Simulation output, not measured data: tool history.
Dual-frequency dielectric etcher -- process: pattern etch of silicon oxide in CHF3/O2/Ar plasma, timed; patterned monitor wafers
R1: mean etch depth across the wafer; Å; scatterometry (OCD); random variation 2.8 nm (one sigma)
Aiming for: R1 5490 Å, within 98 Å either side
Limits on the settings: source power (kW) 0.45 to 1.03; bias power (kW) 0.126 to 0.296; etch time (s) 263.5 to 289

run 1 hour=0 | source_power_(kW)=0.74 bias_power_(kW)=0.211 etch_time_(s)=289 | R1=6518.8
run 2 hour=6.4 | source_power_(kW)=0.74 bias_power_(kW)=0.211 etch_time_(s)=289 | R1=6517.9
run 3 hour=8.9 | source_power_(kW)=0.74 bias_power_(kW)=0.211 etch_time_(s)=263.5 | R1=5950.9
run 4 hour=13 | source_power_(kW)=0.74 bias_power_(kW)=0.211 etch_time_(s)=263.5 | R1=5982.9
run 5 hour=15.8 | source_power_(kW)=0.74 bias_power_(kW)=0.23 etch_time_(s)=263.5 | R1=6130.4
run 6 hour=23.3 | source_power_(kW)=0.69 bias_power_(kW)=0.227 etch_time_(s)=263.5 | R1=5895.4
run 7 hour=31.3 | source_power_(kW)=0.67 bias_power_(kW)=0.226 etch_time_(s)=263.5 | R1=5873.3
run 8 hour=38.3 | source_power_(kW)=0.64 bias_power_(kW)=0.224 etch_time_(s)=263.5 | R1=5691.9
run 9 hour=40.3 | source_power_(kW)=0.63 bias_power_(kW)=0.223 etch_time_(s)=263.5 | R1=5624.1

Exercise: of the 4 proposed moves below, exactly one satisfies all targets within the stated allowed misses. Which move is it?
run A hour=42.3 | source_power_(kW)=0.6 bias_power_(kW)=0.216 etch_time_(s)=263.5 | R1=?
run B hour=42.3 | source_power_(kW)=0.52 bias_power_(kW)=0.219 etch_time_(s)=267 | R1=?
run C hour=42.3 | source_power_(kW)=0.46 bias_power_(kW)=0.245 etch_time_(s)=273.5 | R1=?
run D hour=42.3 | source_power_(kW)=0.55 bias_power_(kW)=0.21 etch_time_(s)=267 | R1=?

move=A R1=5432.2
move=B R1=5181
move=C R1=5219.1
move=D R1=5238
A: meets every target
B: carries the result that was furthest off beyond its target, to the other side
C: carries the result that was furthest off beyond its target, to the other side
D: carries the result that was furthest off beyond its target, to the other side
Move A is the one to make.

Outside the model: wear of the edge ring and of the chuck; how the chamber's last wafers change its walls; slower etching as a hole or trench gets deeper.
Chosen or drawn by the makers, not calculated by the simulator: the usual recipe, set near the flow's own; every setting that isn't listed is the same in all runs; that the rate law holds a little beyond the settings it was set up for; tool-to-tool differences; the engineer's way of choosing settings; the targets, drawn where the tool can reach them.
